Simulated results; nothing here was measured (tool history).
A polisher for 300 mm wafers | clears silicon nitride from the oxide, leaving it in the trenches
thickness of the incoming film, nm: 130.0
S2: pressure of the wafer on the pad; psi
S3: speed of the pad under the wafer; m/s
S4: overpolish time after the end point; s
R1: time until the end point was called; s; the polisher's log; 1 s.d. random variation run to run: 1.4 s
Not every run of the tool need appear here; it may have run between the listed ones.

Run 1, day 0.000: flow of slurry (ml/min) 180, S2 3.2 psi, S3 1.28 m/s, S4 6 s. Result: R1 87.661 s.
Run 2, day 0.254: flow of slurry (ml/min) 180, S2 2.8 psi, S3 1.28 m/s, S4 6 s. Result: R1 100.300 s.
Run 3, day 0.488: flow of slurry (ml/min) 180, S2 2.6 psi, S3 1.28 m/s, S4 6 s. Result: R1 105.150 s.
Run 4, day 0.729: flow of slurry (ml/min) 180, S2 2.6 psi, S3 1.28 m/s, S4 5 s. Result: R1 106.200 s.
Run 5, day 0.838: flow of slurry (ml/min) 195, S2 2.6 psi, S3 1.28 m/s, S4 5 s. Result: R1 104.050 s.
Run 6, day 1.108: flow of slurry (ml/min) 190, S2 2.4 psi, S3 1.28 m/s, S4 5 s. Result: R1 114.430 s.

Run 7 is up next; what results do you expect?
Run 7, day 1.250: flow of slurry (ml/min) 190, S2 2.3 psi, S3 1.28 m/s, S4 5 s. Result: R1 ?.

{"run 7": {"R1": 117.0}}
